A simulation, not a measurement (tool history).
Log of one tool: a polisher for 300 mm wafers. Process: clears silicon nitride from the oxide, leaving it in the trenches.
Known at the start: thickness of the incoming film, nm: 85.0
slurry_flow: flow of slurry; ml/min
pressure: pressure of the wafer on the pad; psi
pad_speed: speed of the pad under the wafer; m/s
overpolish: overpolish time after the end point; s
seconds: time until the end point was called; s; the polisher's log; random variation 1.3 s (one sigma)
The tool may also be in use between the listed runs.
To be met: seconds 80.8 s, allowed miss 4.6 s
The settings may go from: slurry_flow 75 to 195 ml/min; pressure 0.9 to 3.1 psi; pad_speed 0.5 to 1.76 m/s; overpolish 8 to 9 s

| run | hour | slurry_flow | pressure | pad_speed | overpolish | seconds |
|---|---|---|---|---|---|---|
| 1 | 0 | 125 | 2 | 1.12 | 9 | 107.55 |
| 2 | 3.3 | 125 | 2.1 | 1.12 | 9 | 102.19 |
| 3 | 7.5 | 125 | 2.1 | 1.12 | 9 | 103.26 |
| 4 | 8.4 | 125 | 2.1 | 1.12 | 9 | 102.49 |
| 5 | 17.2 | 125 | 2.1 | 1.12 | 9 | 103.82 |
| 6 | 22.4 | 125 | 2.2 | 1.12 | 9 | 96.34 |
| 7 | 26.3 | 130 | 2.4 | 1.12 | 9 | 87.798 |
| 8 | 31.4 | 130 | 2.5 | 1.12 | 9 | 85.574 |

Which of these 5 next moves meets every target?
| A | 36.5 | 115 | 2.6 | 1.04 | 8 | ? |
| B | 36.5 | 135 | 2.3 | 1.06 | 8 | ? |
| C | 36.5 | 150 | 2.6 | 1.18 | 8 | ? |
| D | 36.5 | 165 | 2.2 | 1.14 | 8 | ? |
| E | 36.5 | 135 | 2.2 | 1.12 | 9 | ? |

| move | seconds |
|---|---|
| A | 92.532 |
| B | 98.493 |
| C | 80.329 |
| D | 94.002 |
| E | 98.646 |
A: further off than the last run
B: further off than the last run
C: meets every target
D: further off than the last run
E: further off than the last run
Answer: C

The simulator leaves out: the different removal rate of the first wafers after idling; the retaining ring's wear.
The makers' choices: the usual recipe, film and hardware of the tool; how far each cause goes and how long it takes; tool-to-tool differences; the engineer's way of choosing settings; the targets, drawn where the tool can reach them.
